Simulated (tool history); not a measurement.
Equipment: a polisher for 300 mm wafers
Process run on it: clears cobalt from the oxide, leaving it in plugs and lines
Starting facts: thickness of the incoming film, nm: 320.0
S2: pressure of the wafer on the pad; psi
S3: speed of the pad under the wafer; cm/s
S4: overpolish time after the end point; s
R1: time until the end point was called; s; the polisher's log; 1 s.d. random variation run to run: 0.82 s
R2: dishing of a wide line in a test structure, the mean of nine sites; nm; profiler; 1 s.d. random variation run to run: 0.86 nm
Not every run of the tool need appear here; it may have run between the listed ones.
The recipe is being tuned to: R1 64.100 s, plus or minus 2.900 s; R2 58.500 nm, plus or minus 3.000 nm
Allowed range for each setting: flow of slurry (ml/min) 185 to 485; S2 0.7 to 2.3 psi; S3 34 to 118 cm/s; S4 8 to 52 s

Run 1, hour 0.0: flow of slurry (ml/min) 310, S2 1.5 psi, S3 76 cm/s, S4 26 s. Result: R1 106.050 s, R2 44.759 nm.
Run 2, hour 2.2: flow of slurry (ml/min) 285, S2 1.5 psi, S3 76 cm/s, S4 26 s. Result: R1 107.730 s, R2 46.118 nm.
Run 3, hour 10.7: flow of slurry (ml/min) 285, S2 1.3 psi, S3 76 cm/s, S4 26 s. Result: R1 123.780 s, R2 42.713 nm.
Run 4, hour 17.8: flow of slurry (ml/min) 290, S2 1.6 psi, S3 76 cm/s, S4 26 s. Result: R1 101.090 s, R2 47.332 nm.
At hour 22.2: slurry nozzle cleaned.
Run 5, hour 22.2: flow of slurry (ml/min) 335, S2 1.6 psi, S3 76 cm/s, S4 26 s. Result: R1 94.992 s, R2 49.101 nm.
Run 6, hour 27.5: flow of slurry (ml/min) 365, S2 1.7 psi, S3 76 cm/s, S4 25 s. Result: R1 91.643 s, R2 48.052 nm.
Run 7, hour 31.7: flow of slurry (ml/min) 365, S2 1.9 psi, S3 76 cm/s, S4 25 s. Result: R1 77.651 s, R2 50.787 nm.
Run 8, hour 36.4: flow of slurry (ml/min) 365, S2 2.0 psi, S3 76 cm/s, S4 26 s. Result: R1 78.266 s, R2 53.199 nm.
Run 9, hour 43.8: flow of slurry (ml/min) 380, S2 2.1 psi, S3 76 cm/s, S4 26 s. Result: R1 74.156 s, R2 53.921 nm.
Run 10, hour 45.6: flow of slurry (ml/min) 385, S2 2.2 psi, S3 76 cm/s, S4 26 s. Result: R1 69.760 s, R2 56.429 nm.

Of the 4 settings listed for the next run, only one would bring every result within its allowed miss of target. Which one?
Run A, hour 47.4: flow of slurry (ml/min) 430, S2 2.3 psi, S3 80 cm/s, S4 20 s. Result: R1 ?, R2 ?.
Run B, hour 47.4: flow of slurry (ml/min) 375, S2 2.2 psi, S3 74 cm/s, S4 25 s. Result: R1 ?, R2 ?.
Run C, hour 47.4: flow of slurry (ml/min) 320, S2 2.1 psi, S3 90 cm/s, S4 27 s. Result: R1 ?, R2 ?.
Run D, hour 47.4: flow of slurry (ml/min) 380, S2 2.3 psi, S3 60 cm/s, S4 23 s. Result: R1 ?, R2 ?.

move      R1      R2
   A  62.968  51.799
   B  70.647  54.143
   C  63.884  57.436
   D  79.507  49.834
A: meets the target for the result that was furthest off, but another lies outside its allowed miss
B: further off than the last run
C: each result inside its tolerance
D: further off than the last run
C is the move that brings every result within its allowed miss.
